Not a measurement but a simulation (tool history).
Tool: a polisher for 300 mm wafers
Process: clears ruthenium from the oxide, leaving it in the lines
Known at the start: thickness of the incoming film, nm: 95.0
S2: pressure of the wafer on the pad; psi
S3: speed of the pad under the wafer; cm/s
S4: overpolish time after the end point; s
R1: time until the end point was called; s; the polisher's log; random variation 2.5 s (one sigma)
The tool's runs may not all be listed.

run 1 hour=0.0 | flow_of_slurry_(ml/min)=190 S2=1.8 S3=94 S4=31 | R1=126.39
run 2 hour=9.0 | flow_of_slurry_(ml/min)=190 S2=1.6 S3=94 S4=31 | R1=135.64
run 3 hour=11.9 | flow_of_slurry_(ml/min)=220 S2=1.6 S3=94 S4=31 | R1=133.17
run 4 hour=18.3 | flow_of_slurry_(ml/min)=200 S2=1.6 S3=94 S4=31 | R1=134.98
run 5 hour=24.0 | flow_of_slurry_(ml/min)=200 S2=1.6 S3=94 S4=34 | R1=135.51
run 6 hour=26.5 | flow_of_slurry_(ml/min)=165 S2=1.6 S3=94 S4=34 | R1=137.90
run 7 hour=31.3 | flow_of_slurry_(ml/min)=165 S2=1.4 S3=92 S4=34 | R1=150.63
run 8 hour=36.3 | flow_of_slurry_(ml/min)=165 S2=1.3 S3=90 S4=34 | R1=162.39
run 9 hour=43.9 | flow_of_slurry_(ml/min)=165 S2=1.2 S3=90 S4=34 | R1=167.72
run 10 hour=49.8 | flow_of_slurry_(ml/min)=165 S2=1.1 S3=88 S4=34 | R1=177.59
run 11 hour=53.4 | flow_of_slurry_(ml/min)=165 S2=1.1 S3=88 S4=34 | R1=173.94
run 12 hour=56.5 | flow_of_slurry_(ml/min)=165 S2=1.0 S3=86 S4=34 | R1=190.48
run 13 hour=60.6 | flow_of_slurry_(ml/min)=165 S2=0.9 S3=86 S4=34 | R1=194.16

The next listed run, before its measurement:
run 14 hour=62.8 | flow_of_slurry_(ml/min)=165 S2=0.9 S3=86 S4=34 | R1=?

Run 14 gave R1 199.48 s.
